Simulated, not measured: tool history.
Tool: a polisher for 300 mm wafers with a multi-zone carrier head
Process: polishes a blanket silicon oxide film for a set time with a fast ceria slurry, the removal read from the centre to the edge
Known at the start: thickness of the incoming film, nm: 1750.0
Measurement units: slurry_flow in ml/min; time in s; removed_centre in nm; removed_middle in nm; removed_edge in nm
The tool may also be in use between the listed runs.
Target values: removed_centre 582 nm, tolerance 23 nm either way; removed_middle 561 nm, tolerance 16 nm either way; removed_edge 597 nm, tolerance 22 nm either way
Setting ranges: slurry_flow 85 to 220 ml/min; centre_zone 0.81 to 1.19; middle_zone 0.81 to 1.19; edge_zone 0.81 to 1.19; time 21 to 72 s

run 1 hour=0 | slurry_flow=140 centre_zone=1 middle_zone=1 edge_zone=1 time=46 | removed_centre=499.19 removed_middle=505.93 removed_edge=511.66
run 2 hour=7.3 | slurry_flow=145 centre_zone=1 middle_zone=1 edge_zone=1.01 time=46 | removed_centre=502.21 removed_middle=509.23 removed_edge=501.02
run 3 hour=14.6 | slurry_flow=140 centre_zone=1 middle_zone=0.99 edge_zone=1.02 time=47 | removed_centre=517.67 removed_middle=510.21 removed_edge=520.02
run 4 hour=19.1 | slurry_flow=155 centre_zone=1 middle_zone=0.99 edge_zone=1.02 time=47 | removed_centre=518.19 removed_middle=520.51 removed_edge=525.06
run 5 hour=21.2 | slurry_flow=155 centre_zone=0.95 middle_zone=0.99 edge_zone=1.02 time=47 | removed_centre=487.97 removed_middle=535.25 removed_edge=523.48
run 6 hour=27.7 | slurry_flow=160 centre_zone=0.96 middle_zone=0.99 edge_zone=1.03 time=47 | removed_centre=506.05 removed_middle=523.25 removed_edge=528.34
run 7 hour=36.2 | slurry_flow=160 centre_zone=0.96 middle_zone=0.99 edge_zone=1.04 time=47 | removed_centre=497.05 removed_middle=529.52 removed_edge=522.66
run 8 hour=39.1 | slurry_flow=160 centre_zone=0.96 middle_zone=0.98 edge_zone=1.04 time=48 | removed_centre=521.04 removed_middle=531.87 removed_edge=529.6
run 9 hour=41.9 | slurry_flow=150 centre_zone=0.96 middle_zone=0.98 edge_zone=1.05 time=49 | removed_centre=508.01 removed_middle=540.27 removed_edge=541.69

Which one of the following 4 next-run settings gets every result inside its allowed miss? There is exactly one.
run A hour=44.7 | slurry_flow=135 centre_zone=0.89 middle_zone=0.95 edge_zone=1.07 time=51 | removed_centre=? removed_middle=? removed_edge=?
run B hour=44.7 | slurry_flow=165 centre_zone=1.1 middle_zone=0.94 edge_zone=0.97 time=51 | removed_centre=? removed_middle=? removed_edge=?
run C hour=44.7 | slurry_flow=195 centre_zone=1.13 middle_zone=1.07 edge_zone=1.08 time=45 | removed_centre=? removed_middle=? removed_edge=?
run D hour=44.7 | slurry_flow=115 centre_zone=1.03 middle_zone=0.94 edge_zone=1.12 time=55 | removed_centre=? removed_middle=? removed_edge=?

move=A removed_centre=490.98 removed_middle=540.91 removed_edge=562.19
move=B removed_centre=632.86 removed_middle=555.15 removed_edge=560.44
move=C removed_centre=590.96 removed_middle=560.5 removed_edge=519.23
move=D removed_centre=590.81 removed_middle=558.91 removed_edge=600.89
A: misses by more than the last run did
B: takes the result that was furthest off past its target
C: puts the biggest miss on target and leaves a different result outside tolerance
D: hits every target within its allowed miss
The move that meets every target is D.

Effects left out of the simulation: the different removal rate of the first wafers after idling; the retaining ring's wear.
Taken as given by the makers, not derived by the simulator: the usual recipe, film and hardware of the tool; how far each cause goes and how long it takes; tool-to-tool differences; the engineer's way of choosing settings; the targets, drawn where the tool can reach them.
